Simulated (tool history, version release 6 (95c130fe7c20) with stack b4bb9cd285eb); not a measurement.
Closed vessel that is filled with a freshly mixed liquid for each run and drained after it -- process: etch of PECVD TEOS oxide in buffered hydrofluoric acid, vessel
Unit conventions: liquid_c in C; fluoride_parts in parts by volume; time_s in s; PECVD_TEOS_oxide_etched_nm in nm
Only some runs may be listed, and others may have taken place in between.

run,hour,liquid_c,fluoride_parts,time_s,PECVD_TEOS_oxide_etched_nm
1,0.0,23.0,22.5,90,116.770
2,2.8,21.0,22.5,90,102.600
3,11.5,23.5,22.5,90,118.130
4,17.9,23.5,22.5,100,129.930
5,18.7,23.5,22.5,90,117.630
6,26.2,20.0,22.5,90,97.344
7,29.4,23.0,22.0,90,117.690

Expected results for the next run?
8,36.0,25.0,22.0,90,?

Run 8 measured PECVD_TEOS_oxide_etched_nm 131.980 nm.

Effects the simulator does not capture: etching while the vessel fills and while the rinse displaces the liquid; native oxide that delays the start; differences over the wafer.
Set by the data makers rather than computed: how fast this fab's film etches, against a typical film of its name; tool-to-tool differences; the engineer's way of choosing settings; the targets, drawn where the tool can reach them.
